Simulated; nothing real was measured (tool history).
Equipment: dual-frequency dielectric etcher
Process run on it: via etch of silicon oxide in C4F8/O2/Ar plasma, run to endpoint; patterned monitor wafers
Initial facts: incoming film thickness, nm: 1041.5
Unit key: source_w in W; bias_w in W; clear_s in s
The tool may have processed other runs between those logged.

run,hour,source_w,bias_w,clear_s
1,0.0,2150,2045,209.13
2,0.7,2150,1747,215.63
3,7.1,2150,1518,225.76
4,14.9,2390,1518,216.09
5,15.8,2390,1830,202.42
6,23.3,2750,1830,191.69
7,30.3,2780,1851,190.86
8,33.7,2800,1874,188.40
9,36.6,2820,1890,189.68

Expected results for the next run?
10,43.6,2840,1918,?

clear_s: 188.08 s
